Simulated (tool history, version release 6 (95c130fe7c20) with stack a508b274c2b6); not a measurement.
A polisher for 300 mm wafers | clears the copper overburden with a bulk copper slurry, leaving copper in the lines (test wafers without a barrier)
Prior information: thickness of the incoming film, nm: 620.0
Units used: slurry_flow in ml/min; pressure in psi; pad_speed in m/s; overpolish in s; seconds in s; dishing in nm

run,hour,slurry_flow,pressure,pad_speed,slurry_solids,overpolish,seconds,dishing
1,0,240,1.7,1.36,1,26,70.347,86.716
2,7.9,240,1.7,1.36,0.85,26,73.332,86.949
3,13.1,240,1.7,1.36,0.75,26,73.434,83.8
4,19.2,240,1.6,1.36,0.75,23,80.852,75.074
5,26.6,240,1.6,1.36,0.75,31,78.255,86.405
6,29.1,240,1.5,1.38,0.75,27,81.491,79.451

What does the tool deliver on the next run?
7,30.9,240,1,1.42,0.75,14,?,?

{"run 7": {"seconds": 118, "dishing": 39.665}}
